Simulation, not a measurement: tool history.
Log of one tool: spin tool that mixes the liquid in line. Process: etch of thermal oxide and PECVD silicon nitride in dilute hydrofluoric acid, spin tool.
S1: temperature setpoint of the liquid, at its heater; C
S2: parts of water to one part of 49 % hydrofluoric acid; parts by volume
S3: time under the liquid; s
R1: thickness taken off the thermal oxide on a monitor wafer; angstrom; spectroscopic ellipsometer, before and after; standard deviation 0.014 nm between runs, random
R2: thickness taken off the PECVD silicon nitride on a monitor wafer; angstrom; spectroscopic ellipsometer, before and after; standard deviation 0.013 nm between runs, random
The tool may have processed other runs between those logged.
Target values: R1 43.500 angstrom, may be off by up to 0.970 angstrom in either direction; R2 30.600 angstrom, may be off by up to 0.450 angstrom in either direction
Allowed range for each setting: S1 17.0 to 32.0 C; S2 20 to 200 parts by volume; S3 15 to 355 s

Run 1, hour 0.0: S1 24.0 C, S2 110 parts by volume, S3 180 s. Result: R1 84.436 angstrom, R2 58.654 angstrom.
Run 2, hour 8.4: S1 24.0 C, S2 140 parts by volume, S3 180 s. Result: R1 64.454 angstrom, R2 46.381 angstrom.
Run 3, hour 15.7: S1 24.0 C, S2 140 parts by volume, S3 210 s. Result: R1 75.034 angstrom, R2 53.530 angstrom.
Run 4, hour 20.2: S1 24.0 C, S2 140 parts by volume, S3 240 s. Result: R1 85.940 angstrom, R2 61.520 angstrom.
Run 5, hour 28.9: S1 23.0 C, S2 155 parts by volume, S3 240 s. Result: R1 72.746 angstrom, R2 52.033 angstrom.
Run 6, hour 36.5: S1 22.0 C, S2 165 parts by volume, S3 240 s. Result: R1 65.505 angstrom, R2 46.018 angstrom.
Run 7, hour 45.0: S1 21.5 C, S2 175 parts by volume, S3 240 s. Result: R1 59.938 angstrom, R2 42.014 angstrom.
Run 8, hour 49.6: S1 21.0 C, S2 180 parts by volume, S3 235 s. Result: R1 55.740 angstrom, R2 38.835 angstrom.
Run 9, hour 53.6: S1 21.0 C, S2 185 parts by volume, S3 230 s. Result: R1 52.687 angstrom, R2 37.244 angstrom.
Run 10, hour 61.5: S1 20.5 C, S2 190 parts by volume, S3 230 s. Result: R1 50.188 angstrom, R2 34.884 angstrom.
Run 11, hour 63.2: S1 20.5 C, S2 190 parts by volume, S3 225 s. Result: R1 49.258 angstrom, R2 33.930 angstrom.
Run 12, hour 71.4: S1 20.5 C, S2 200 parts by volume, S3 225 s. Result: R1 46.137 angstrom, R2 32.305 angstrom.
Run 13, hour 75.3: S1 20.5 C, S2 200 parts by volume, S3 220 s. Result: R1 44.871 angstrom, R2 31.765 angstrom.

Of the 5 settings listed for the next run, only one would bring every result within its allowed miss of target. Which one?
Run A, hour 79.2: S1 21.0 C, S2 175 parts by volume, S3 190 s. Result: R1 ?, R2 ?.
Run B, hour 79.2: S1 20.0 C, S2 200 parts by volume, S3 210 s. Result: R1 ?, R2 ?.
Run C, hour 79.2: S1 22.0 C, S2 195 parts by volume, S3 195 s. Result: R1 ?, R2 ?.
Run D, hour 79.2: S1 20.0 C, S2 185 parts by volume, S3 210 s. Result: R1 ?, R2 ?.
Run E, hour 79.2: S1 21.0 C, S2 190 parts by volume, S3 195 s. Result: R1 ?, R2 ?.

move      R1      R2
   A  46.330  32.122
   B  42.034  29.192
   C  43.434  31.648
   D  46.121  31.490
   E  43.128  30.423
A: lands further from the targets than the last run did
B: takes the biggest miss from the last run beyond its target
C: an improvement on the last run, though not all results are within tolerance
D: roughly where the last run was
E: each result inside its tolerance
So the answer is move E, the one that meets all the targets.
